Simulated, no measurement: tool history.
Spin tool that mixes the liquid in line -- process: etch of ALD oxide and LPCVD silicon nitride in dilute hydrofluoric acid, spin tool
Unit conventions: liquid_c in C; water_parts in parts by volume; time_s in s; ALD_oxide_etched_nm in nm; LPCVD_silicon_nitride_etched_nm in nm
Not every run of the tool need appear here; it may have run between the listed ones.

run  hour  liquid_c  water_parts  time_s  ALD_oxide_etched_nm  LPCVD_silicon_nitride_etched_nm
  1     0        25           50     100               44.931                            1.234
  2   5.9      21.5           50     100               39.458                            1.026
  3   8.6      21.5           65     100               29.521                          0.79491
  4  14.9      24.5           65     100               32.737                          0.98584
  5  17.9        26           65     100               35.685                           1.0571
  6  24.6        25           65     100               34.222                           1.0057

Run 7 has not been measured yet. What should we expect?
  7    29        24           65     100                    ?                                ?

{"run 7": {"ALD_oxide_etched_nm": 32.303, "LPCVD_silicon_nitride_etched_nm": 0.9066}}

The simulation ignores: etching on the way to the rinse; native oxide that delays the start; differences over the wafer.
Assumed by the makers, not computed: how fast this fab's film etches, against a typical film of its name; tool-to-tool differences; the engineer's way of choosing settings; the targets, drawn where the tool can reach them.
